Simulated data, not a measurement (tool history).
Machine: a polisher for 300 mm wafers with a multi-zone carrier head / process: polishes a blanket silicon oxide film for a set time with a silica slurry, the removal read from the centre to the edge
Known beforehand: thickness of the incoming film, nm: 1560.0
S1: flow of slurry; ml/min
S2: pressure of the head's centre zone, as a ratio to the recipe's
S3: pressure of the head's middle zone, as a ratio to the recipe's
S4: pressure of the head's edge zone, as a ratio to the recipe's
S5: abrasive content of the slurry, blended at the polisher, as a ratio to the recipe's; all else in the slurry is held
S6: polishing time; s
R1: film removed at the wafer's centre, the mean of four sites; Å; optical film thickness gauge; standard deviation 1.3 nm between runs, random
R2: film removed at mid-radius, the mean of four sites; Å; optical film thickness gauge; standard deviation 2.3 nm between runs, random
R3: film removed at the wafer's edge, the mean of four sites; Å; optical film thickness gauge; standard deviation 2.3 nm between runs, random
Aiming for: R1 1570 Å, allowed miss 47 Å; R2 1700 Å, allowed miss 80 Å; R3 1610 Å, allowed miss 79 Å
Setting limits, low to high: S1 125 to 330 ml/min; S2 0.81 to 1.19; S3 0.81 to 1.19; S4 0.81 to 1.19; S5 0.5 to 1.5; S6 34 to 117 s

run	day	S1	S2	S3	S4	S5	S6	R1	R2	R3
1	0	210	1	1	1	1	75	2196.4	2091.6	2128.3
2	0.308	205	0.97	1	0.97	0.9	75	2016.7	2000.1	2042.4
3	0.683	210	0.97	1.02	0.95	0.8	74	1794.4	1819.1	1804
4	0.875	210	0.97	1.1	0.95	0.8	74	1798.8	1943.5	1765.6
5	1.175	205	0.96	1.08	0.93	0.75	74	1647.6	1774.8	1630.2
6	1.317	200	0.95	1.07	0.93	0.75	74	1639.7	1750.6	1657.6
7	1.462	195	0.95	1.07	0.93	0.75	74	1613.9	1716.7	1661.1
8	1.733	195	0.95	1.08	0.93	0.75	74	1634.8	1766.2	1681.8
9	2.096	190	0.95	1.08	0.92	0.75	74	1638.4	1773.6	1649.5

4 next moves are on the table. One of them brings every result within its allowed miss. Which?
A	2.458	190	1.05	1.05	0.92	0.75	72	?	?	?
B	2.458	185	0.99	1.03	0.95	0.75	76	?	?	?
C	2.458	235	0.93	1.06	0.92	0.8	67	?	?	?
D	2.458	160	0.99	0.96	0.9	0.8	76	?	?	?

move	R1	R2	R3
A	1736.4	1680.3	1615.6
B	1734.8	1742.7	1723.4
C	1596.8	1719	1628.2
D	1786.6	1714.8	1754.9
A: its largest miss is bigger than the last run's
B: its largest miss is bigger than the last run's
C: meets every target
D: its largest miss is bigger than the last run's
The right move is C.
